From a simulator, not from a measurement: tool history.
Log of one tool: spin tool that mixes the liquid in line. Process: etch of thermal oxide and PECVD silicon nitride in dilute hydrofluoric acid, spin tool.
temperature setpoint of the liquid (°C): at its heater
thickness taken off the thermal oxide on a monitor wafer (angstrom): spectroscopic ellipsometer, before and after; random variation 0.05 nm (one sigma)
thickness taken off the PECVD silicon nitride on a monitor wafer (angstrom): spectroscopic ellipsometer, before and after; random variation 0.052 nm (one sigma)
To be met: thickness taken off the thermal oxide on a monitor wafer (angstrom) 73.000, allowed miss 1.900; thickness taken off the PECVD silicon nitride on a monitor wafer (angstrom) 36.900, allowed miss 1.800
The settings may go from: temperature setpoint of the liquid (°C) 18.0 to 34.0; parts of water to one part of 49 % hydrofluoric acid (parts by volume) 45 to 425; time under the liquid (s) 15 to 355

| run | hour | temperature setpoint of the liquid (°C) | parts of water to one part of 49 % hydrofluoric acid (parts by volume) | time under the liquid (s) | thickness taken off the thermal oxide on a monitor wafer (angstrom) | thickness taken off the PECVD silicon nitride on a monitor wafer (angstrom) |
|---|---|---|---|---|---|---|
| 1 | 0.0 | 26.0 | 235 | 180 | 36.776 | 17.260 |
| 2 | 3.7 | 27.0 | 220 | 180 | 42.145 | 19.598 |
| 3 | 9.9 | 27.0 | 220 | 130 | 29.808 | 14.325 |
| 4 | 13.2 | 28.0 | 205 | 130 | 34.079 | 15.921 |
| 5 | 20.1 | 29.0 | 195 | 135 | 38.514 | 18.893 |
| 6 | 25.2 | 29.0 | 195 | 205 | 58.114 | 27.555 |
|  | 32.5 | hydrofluoric acid flow meter replaced |
| 7 | 32.5 | 29.5 | 190 | 205 | 55.941 | 27.745 |
| 8 | 35.4 | 30.0 | 185 | 205 | 57.782 | 29.120 |
| 9 | 36.4 | 30.0 | 180 | 205 | 60.182 | 30.463 |
| 10 | 44.9 | 30.0 | 175 | 205 | 61.949 | 31.256 |
| 11 | 50.2 | 30.0 | 170 | 205 | 64.158 | 31.516 |
| 12 | 51.2 | 30.0 | 165 | 205 | 66.011 | 32.931 |
| 13 | 58.2 | 30.0 | 160 | 205 | 69.490 | 34.128 |

Which of these 4 next moves meets every target?
| A | 65.2 | 29.5 | 160 | 230 | ? | ? |
| B | 65.2 | 27.5 | 140 | 185 | ? | ? |
| C | 65.2 | 30.5 | 185 | 255 | ? | ? |
| D | 65.2 | 32.5 | 205 | 250 | ? | ? |

| move | thickness taken off the thermal oxide on a monitor wafer (angstrom) | thickness taken off the PECVD silicon nitride on a monitor wafer (angstrom) |
|---|---|---|
| A | 76.732 | 36.731 |
| B | 67.252 | 29.858 |
| C | 73.836 | 37.325 |
| D | 68.178 | 37.062 |
A: takes the result that was furthest off past its target
B: further off than the last run
C: meets every target
D: further off than the last run
The right move is C.

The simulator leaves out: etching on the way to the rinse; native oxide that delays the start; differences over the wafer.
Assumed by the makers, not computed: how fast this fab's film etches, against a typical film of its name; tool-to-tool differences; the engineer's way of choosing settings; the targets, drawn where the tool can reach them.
